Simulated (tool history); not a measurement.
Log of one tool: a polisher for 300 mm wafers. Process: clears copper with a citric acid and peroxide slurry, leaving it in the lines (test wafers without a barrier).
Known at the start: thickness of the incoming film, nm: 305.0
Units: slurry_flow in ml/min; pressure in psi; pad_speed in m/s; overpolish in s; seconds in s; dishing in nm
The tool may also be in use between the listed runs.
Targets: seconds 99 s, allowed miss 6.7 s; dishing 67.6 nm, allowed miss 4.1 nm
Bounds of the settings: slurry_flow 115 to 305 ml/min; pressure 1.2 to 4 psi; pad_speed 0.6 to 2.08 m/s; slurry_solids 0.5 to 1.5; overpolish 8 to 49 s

{"run": 1, "hour": 0.0, "slurry_flow": 195, "pressure": 2.6, "pad_speed": 1.34, "slurry_solids": 1, "overpolish": 25, "seconds": 117.34, "dishing": 43.998}
{"run": 2, "hour": 5.5, "slurry_flow": 195, "pressure": 2.7, "pad_speed": 1.34, "slurry_solids": 1, "overpolish": 28, "seconds": 117.05, "dishing": 49.144}
{"run": 3, "hour": 6.1, "slurry_flow": 195, "pressure": 2.7, "pad_speed": 1.34, "slurry_solids": 1.2, "overpolish": 28, "seconds": 113.69, "dishing": 50.999}
{"run": 4, "hour": 15.0, "slurry_flow": 240, "pressure": 2.7, "pad_speed": 1.34, "slurry_solids": 1.2, "overpolish": 28, "seconds": 112.53, "dishing": 50.555}
{"run": 5, "hour": 20.6, "slurry_flow": 240, "pressure": 2.8, "pad_speed": 1.34, "slurry_solids": 1.2, "overpolish": 30, "seconds": 103.8, "dishing": 54.27}
{"run": 6, "hour": 25.2, "slurry_flow": 235, "pressure": 2.8, "pad_speed": 1.36, "slurry_solids": 1.2, "overpolish": 32, "seconds": 104.61, "dishing": 58.384}
{"run": 7, "hour": 27.4, "slurry_flow": 235, "pressure": 2.8, "pad_speed": 1.36, "slurry_solids": 1.2, "overpolish": 33, "seconds": 107.8, "dishing": 59.223}
{"run": 8, "hour": 29.3, "slurry_flow": 235, "pressure": 2.9, "pad_speed": 1.36, "slurry_solids": 1.2, "overpolish": 34, "seconds": 103.64, "dishing": 62.865}

Which of these 4 next moves meets every target?
{"run": "A", "hour": 31.2, "slurry_flow": 245, "pressure": 2.9, "pad_speed": 1.32, "slurry_solids": 1.5, "overpolish": 37, "seconds": "?", "dishing": "?"}
{"run": "B", "hour": 31.2, "slurry_flow": 160, "pressure": 3.7, "pad_speed": 0.98, "slurry_solids": 1.15, "overpolish": 30, "seconds": "?", "dishing": "?"}
{"run": "C", "hour": 31.2, "slurry_flow": 225, "pressure": 2.8, "pad_speed": 1.24, "slurry_solids": 1.1, "overpolish": 38, "seconds": "?", "dishing": "?"}
{"run": "D", "hour": 31.2, "slurry_flow": 265, "pressure": 3.7, "pad_speed": 1.08, "slurry_solids": 1, "overpolish": 28, "seconds": "?", "dishing": "?"}

move=A seconds=95.559 dishing=66.671
move=B seconds=104.26 dishing=54.795
move=C seconds=109.12 dishing=61.932
move=D seconds=95.392 dishing=55.601
A: meets every target
B: further off than the last run
C: further off than the last run
D: further off than the last run
The right move is A.
